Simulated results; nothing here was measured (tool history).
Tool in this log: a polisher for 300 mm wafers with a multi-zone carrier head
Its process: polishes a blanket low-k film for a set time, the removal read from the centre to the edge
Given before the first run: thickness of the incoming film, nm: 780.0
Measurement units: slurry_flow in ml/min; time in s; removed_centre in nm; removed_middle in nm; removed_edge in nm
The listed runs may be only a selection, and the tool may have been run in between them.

Run 1, hour 0.0: slurry_flow 225 ml/min, centre_zone 1.00, middle_zone 1.00, edge_zone 1.00, slurry_solids 1.00, time 48 s. Result: removed_centre 11.5230 nm, removed_middle 11.8110 nm, removed_edge 11.7980 nm.
Run 2, hour 8.5: slurry_flow 225 ml/min, centre_zone 1.01, middle_zone 1.00, edge_zone 0.99, slurry_solids 0.95, time 46 s. Result: removed_centre 11.2310 nm, removed_middle 11.0830 nm, removed_edge 10.6840 nm.
Run 3, hour 11.5: slurry_flow 225 ml/min, centre_zone 1.01, middle_zone 1.00, edge_zone 0.99, slurry_solids 0.95, time 55 s. Result: removed_centre 13.3580 nm, removed_middle 13.2070 nm, removed_edge 12.9650 nm.
Run 4, hour 16.3: slurry_flow 180 ml/min, centre_zone 1.01, middle_zone 1.00, edge_zone 0.99, slurry_solids 0.95, time 55 s. Result: removed_centre 12.5290 nm, removed_middle 12.6690 nm, removed_edge 12.7890 nm.
Run 5, hour 21.2: slurry_flow 185 ml/min, centre_zone 1.01, middle_zone 0.99, edge_zone 0.98, slurry_solids 0.90, time 53 s. Result: removed_centre 11.7290 nm, removed_middle 11.7130 nm, removed_edge 11.6630 nm.
Run 6, hour 22.1: slurry_flow 185 ml/min, centre_zone 1.01, middle_zone 0.99, edge_zone 0.98, slurry_solids 0.75, time 53 s. Result: removed_centre 10.1510 nm, removed_middle 10.1570 nm, removed_edge 10.1890 nm.

Forecast run 7:
Run 7, hour 29.5: slurry_flow 190 ml/min, centre_zone 1.01, middle_zone 0.98, edge_zone 0.97, slurry_solids 0.70, time 52 s. Result: removed_centre ?, removed_middle ?, removed_edge ?.

{"run 7": {"removed_centre": 9.3554, "removed_middle": 9.2054, "removed_edge": 9.2646}}

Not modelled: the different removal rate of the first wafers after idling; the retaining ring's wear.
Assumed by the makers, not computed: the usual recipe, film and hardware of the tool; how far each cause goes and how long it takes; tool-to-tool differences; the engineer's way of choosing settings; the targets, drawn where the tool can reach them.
